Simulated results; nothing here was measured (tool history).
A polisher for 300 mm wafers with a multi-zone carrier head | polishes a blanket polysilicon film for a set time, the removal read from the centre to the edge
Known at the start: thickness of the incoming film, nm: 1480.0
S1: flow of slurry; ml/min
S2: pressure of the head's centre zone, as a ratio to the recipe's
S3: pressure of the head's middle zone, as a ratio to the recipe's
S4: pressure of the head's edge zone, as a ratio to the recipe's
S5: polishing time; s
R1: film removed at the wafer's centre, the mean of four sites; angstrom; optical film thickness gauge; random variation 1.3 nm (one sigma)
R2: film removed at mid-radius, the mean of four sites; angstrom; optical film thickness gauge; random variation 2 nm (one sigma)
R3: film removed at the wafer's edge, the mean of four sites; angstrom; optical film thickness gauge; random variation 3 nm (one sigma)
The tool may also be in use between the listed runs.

Run 1, day 0: S1 260 ml/min, S2 1, S3 1, S4 1, S5 35 s. Result: R1 3688.4 angstrom, R2 3767.4 angstrom, R3 3753.2 angstrom.
Run 2, day 0.362: S1 260 ml/min, S2 1, S3 1.06, S4 1, S5 35 s. Result: R1 3703.2 angstrom, R2 4021.7 angstrom, R3 3698.5 angstrom.
Run 3, day 0.7: S1 260 ml/min, S2 0.97, S3 1.06, S4 0.95, S5 30 s. Result: R1 3104 angstrom, R2 3429.7 angstrom, R3 3054.8 angstrom.
Run 4, day 0.75: S1 260 ml/min, S2 0.94, S3 1.06, S4 0.95, S5 30 s. Result: R1 2984.7 angstrom, R2 3499 angstrom, R3 3005.3 angstrom.
Run 5, day 0.775: S1 255 ml/min, S2 0.91, S3 1.03, S4 0.91, S5 27 s. Result: R1 2577.5 angstrom, R2 3023.1 angstrom, R3 2703.2 angstrom.
Run 6, day 1.046: S1 255 ml/min, S2 0.91, S3 1.03, S4 0.98, S5 27 s. Result: R1 2590.3 angstrom, R2 3019.9 angstrom, R3 2782.2 angstrom.
Run 7, day 1.262: S1 265 ml/min, S2 0.9, S3 1.03, S4 0.93, S5 25 s. Result: R1 2376.6 angstrom, R2 2838 angstrom, R3 2577.1 angstrom.
Run 8, day 1.546: S1 240 ml/min, S2 0.9, S3 1.03, S4 0.89, S5 24 s. Result: R1 2280.1 angstrom, R2 2680.5 angstrom, R3 2325.5 angstrom.
Run 9, day 1.567: S1 170 ml/min, S2 0.83, S3 1, S4 0.82, S5 24 s. Result: R1 1943.9 angstrom, R2 2450.4 angstrom, R3 2229.9 angstrom.

Forecast run 10:
Run 10, day 1.788: S1 200 ml/min, S2 0.85, S3 1.01, S4 0.82, S5 23 s. Result: R1 ?, R2 ?, R3 ?.

{"run 10": {"R1": 1985.4, "R2": 2396.5, "R3": 2134.1}}
